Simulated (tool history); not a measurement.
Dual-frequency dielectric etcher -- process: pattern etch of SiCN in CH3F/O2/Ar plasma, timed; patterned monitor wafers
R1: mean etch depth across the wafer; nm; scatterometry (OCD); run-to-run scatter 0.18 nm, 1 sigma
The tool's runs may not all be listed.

Run 1, hour 0: source power (kW) 0.52, bias power (kW) 0.092, etch time (s) 69. Result: R1 29.422 nm.
Run 2, hour 6.7: source power (kW) 0.52, bias power (kW) 0.092, etch time (s) 69. Result: R1 29.936 nm.
Run 3, hour 9.6: source power (kW) 0.5, bias power (kW) 0.091, etch time (s) 69. Result: R1 28.802 nm.
Run 4, hour 12.4: source power (kW) 0.56, bias power (kW) 0.091, etch time (s) 69. Result: R1 30.976 nm.
Run 5, hour 15.5: source power (kW) 0.56, bias power (kW) 0.097, etch time (s) 69. Result: R1 30.969 nm.
Run 6, hour 24.1: source power (kW) 0.56, bias power (kW) 0.097, etch time (s) 69. Result: R1 31.04 nm.

Expected results for the next run?
Run 7, hour 26.4: source power (kW) 0.54, bias power (kW) 0.096, etch time (s) 69. Result: R1 ?.

Run 7 yielded R1 30.587 nm.

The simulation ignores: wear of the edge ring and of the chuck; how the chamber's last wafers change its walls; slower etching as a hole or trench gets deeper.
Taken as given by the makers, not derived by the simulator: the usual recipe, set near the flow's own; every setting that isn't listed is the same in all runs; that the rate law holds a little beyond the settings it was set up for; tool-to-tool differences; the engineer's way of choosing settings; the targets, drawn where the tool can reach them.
